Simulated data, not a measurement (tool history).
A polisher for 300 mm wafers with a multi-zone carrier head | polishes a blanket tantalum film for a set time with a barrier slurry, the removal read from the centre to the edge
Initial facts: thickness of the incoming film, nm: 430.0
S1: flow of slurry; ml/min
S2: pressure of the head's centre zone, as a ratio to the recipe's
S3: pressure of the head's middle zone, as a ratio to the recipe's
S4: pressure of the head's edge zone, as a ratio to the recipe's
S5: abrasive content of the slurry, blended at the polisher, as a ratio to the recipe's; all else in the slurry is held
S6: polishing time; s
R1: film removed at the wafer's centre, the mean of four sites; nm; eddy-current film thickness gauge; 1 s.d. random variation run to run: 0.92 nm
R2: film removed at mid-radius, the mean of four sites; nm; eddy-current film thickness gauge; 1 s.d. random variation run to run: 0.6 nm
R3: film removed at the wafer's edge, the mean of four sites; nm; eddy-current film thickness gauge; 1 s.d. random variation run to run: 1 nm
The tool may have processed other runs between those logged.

run	hour	S1	S2	S3	S4	S5	S6	R1	R2	R3
1	0	165	1	1	1	1	72	135.27	132.41	134.23
2	7	165	1	0.95	1	1	72	136.86	126.23	134.83
3	10.8	165	1	0.99	1	1	72	133.91	129.28	134.29
4	18.9	165	0.92	0.99	1	1	72	122.94	129.76	133.4
5	21.5	165	0.92	1.07	1	1	72	124.72	139.08	132.88
6	28.2	165	0.96	1.07	1	1	72	129.83	138.91	131.46
7	35.8	160	0.99	1.02	0.96	0.85	65	114.13	114.12	109.25
8	36.5	150	1	0.96	0.93	0.75	63	102.49	94.857	99.516
9	41.4	150	1.01	0.95	0.9	0.65	62	94.564	88.228	89.405
10	42.8	145	1.02	0.93	0.87	0.65	62	96.489	85.866	87.524
11	45.9	135	1.02	0.92	0.85	0.65	62	95.6	82.92	84.413
12	54.6	135	1.02	0.92	0.85	0.65	62	93.963	83.72	86.503

Expected results for the next run?
13	62.9	120	1.04	0.89	0.81	0.5	61	?	?	?

{"run 13": {"R1": 77.886, "R2": 65.362, "R3": 68.743}}
